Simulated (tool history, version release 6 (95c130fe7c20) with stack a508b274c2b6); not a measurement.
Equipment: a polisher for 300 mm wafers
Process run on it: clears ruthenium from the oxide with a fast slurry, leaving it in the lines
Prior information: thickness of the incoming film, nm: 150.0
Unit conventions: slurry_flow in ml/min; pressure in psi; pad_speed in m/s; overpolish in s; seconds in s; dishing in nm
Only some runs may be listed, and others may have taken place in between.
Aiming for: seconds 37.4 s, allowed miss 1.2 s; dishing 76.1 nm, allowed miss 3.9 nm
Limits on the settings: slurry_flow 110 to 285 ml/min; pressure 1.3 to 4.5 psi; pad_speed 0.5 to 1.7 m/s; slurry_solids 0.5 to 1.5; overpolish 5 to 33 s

Run 1, hour 0: slurry_flow 180 ml/min, pressure 2.9 psi, pad_speed 1.1 m/s, slurry_solids 1, overpolish 17 s. Result: seconds 40.684 s, dishing 58.008 nm.
Run 2, hour 8.9: slurry_flow 180 ml/min, pressure 2.6 psi, pad_speed 1.1 m/s, slurry_solids 1, overpolish 17 s. Result: seconds 45.743 s, dishing 54.854 nm.
Run 3, hour 15.8: slurry_flow 180 ml/min, pressure 2.6 psi, pad_speed 1.1 m/s, slurry_solids 1, overpolish 13 s. Result: seconds 45.613 s, dishing 42.728 nm.
Run 4, hour 18: slurry_flow 180 ml/min, pressure 2.3 psi, pad_speed 1.1 m/s, slurry_solids 1, overpolish 13 s. Result: seconds 50.901 s, dishing 38.303 nm.
Run 5, hour 22.4: slurry_flow 175 ml/min, pressure 2.6 psi, pad_speed 1.1 m/s, slurry_solids 1, overpolish 15 s. Result: seconds 45.762 s, dishing 48.015 nm.
Run 6, hour 30.1: slurry_flow 175 ml/min, pressure 2.6 psi, pad_speed 1.1 m/s, slurry_solids 0.8, overpolish 15 s. Result: seconds 51.313 s, dishing 42.471 nm.
Run 7, hour 37: slurry_flow 175 ml/min, pressure 2.9 psi, pad_speed 1.1 m/s, slurry_solids 0.8, overpolish 17 s. Result: seconds 45.688 s, dishing 53.464 nm.
Run 8, hour 39.6: slurry_flow 180 ml/min, pressure 3.1 psi, pad_speed 1.1 m/s, slurry_solids 0.8, overpolish 18 s. Result: seconds 42.83 s, dishing 59.261 nm.
Run 9, hour 46.1: slurry_flow 180 ml/min, pressure 3.2 psi, pad_speed 1.1 m/s, slurry_solids 0.8, overpolish 19 s. Result: seconds 41.275 s, dishing 63.403 nm.
Run 10, hour 49.7: slurry_flow 185 ml/min, pressure 3.3 psi, pad_speed 1.1 m/s, slurry_solids 0.8, overpolish 20 s. Result: seconds 41.054 s, dishing 68.562 nm.

Consider the 4 candidate settings below. Which is the only one whose results all fall within their allowed miss of target?
Run A, hour 53.3: slurry_flow 215 ml/min, pressure 2.8 psi, pad_speed 1.14 m/s, slurry_solids 0.75, overpolish 29 s. Result: seconds ?, dishing ?.
Run B, hour 53.3: slurry_flow 220 ml/min, pressure 3.2 psi, pad_speed 0.94 m/s, slurry_solids 0.9, overpolish 26 s. Result: seconds ?, dishing ?.
Run C, hour 53.3: slurry_flow 190 ml/min, pressure 3.7 psi, pad_speed 0.9 m/s, slurry_solids 0.75, overpolish 24 s. Result: seconds ?, dishing ?.
Run D, hour 53.3: slurry_flow 205 ml/min, pressure 3.7 psi, pad_speed 1.08 m/s, slurry_solids 0.75, overpolish 21 s. Result: seconds ?, dishing ?.

move  seconds  dishing
   A   47.145   80.674
   B   42.882   79.725
   C   43.566   73.634
   D   37.672   74.364
A: moves away from the targets compared with the last run
B: moves away from the targets compared with the last run
C: moves away from the targets compared with the last run
D: meets every target
So the answer is move D, the one that meets all the targets.
